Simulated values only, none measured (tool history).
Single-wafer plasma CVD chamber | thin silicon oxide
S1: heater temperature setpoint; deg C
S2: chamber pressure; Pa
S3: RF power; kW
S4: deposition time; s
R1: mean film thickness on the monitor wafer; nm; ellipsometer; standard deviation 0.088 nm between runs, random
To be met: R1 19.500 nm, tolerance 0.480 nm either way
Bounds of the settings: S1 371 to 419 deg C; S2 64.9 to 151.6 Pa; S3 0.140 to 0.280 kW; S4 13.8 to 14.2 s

run    day   S1     S2     S3    S4      R1
  1  0.000  395  108.3  0.210  13.8  21.356
  2  0.050  395  118.3  0.210  13.8  22.985
  3  0.296  395  111.9  0.210  13.8  21.871
  4  0.654  395  111.9  0.210  14.2  22.657
  5  0.875  395  111.9  0.235  14.2  24.340
  6  0.996  395  103.6  0.235  14.2  22.472
  7  1.204  395   98.7  0.235  14.2  21.642
  8  1.458  395   94.9  0.235  14.2  20.603
  9  1.700  395   93.2  0.235  14.2  20.245
     1.850  -- capacitance manometer re-zeroed and calibrated
 10  1.850  395   88.3  0.235  14.2  20.590

Exactly one of the 5 candidate moves below puts every result within its allowed miss. Which one?
  A  2.000  394  92.1  0.220  14.2   ?
  B  2.000  402  94.7  0.215  14.1   ?
  C  2.000  388  86.7  0.225  14.1   ?
  D  2.000  394  85.6  0.250  14.2   ?
  E  2.000  391  90.3  0.230  14.2   ?

move      R1
   A  20.664
   B  20.685
   C  19.621
   D  20.674
   E  20.840
A: misses by more than the last run did
B: misses by more than the last run did
C: every result lands within tolerance
D: misses by more than the last run did
E: misses by more than the last run did
The right move is C.
